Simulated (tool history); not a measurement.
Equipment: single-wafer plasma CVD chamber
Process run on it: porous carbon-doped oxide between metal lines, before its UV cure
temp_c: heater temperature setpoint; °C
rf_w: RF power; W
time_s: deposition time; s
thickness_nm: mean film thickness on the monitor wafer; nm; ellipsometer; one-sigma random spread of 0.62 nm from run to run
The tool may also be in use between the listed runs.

run  hour  temp_c  rf_w  time_s  thickness_nm
  1     0     305   580    53.6        309.61
  2   6.2     311   535    53.6        274.38
  3   7.9     315   515    53.6        257.49
  4  11.3     318   500    53.6        244.83
  5  13.2     318   500    53.6        244.57
     14.2  -- thermocouple changed; heater temperature recalibrated
  6  14.2     321   490    53.6        229.17

Estimate the outcome of run 7 from the log above:
  7  20.9     323   490    53.6             ?

Logged for run 7: thickness_nm 227.84 nm.

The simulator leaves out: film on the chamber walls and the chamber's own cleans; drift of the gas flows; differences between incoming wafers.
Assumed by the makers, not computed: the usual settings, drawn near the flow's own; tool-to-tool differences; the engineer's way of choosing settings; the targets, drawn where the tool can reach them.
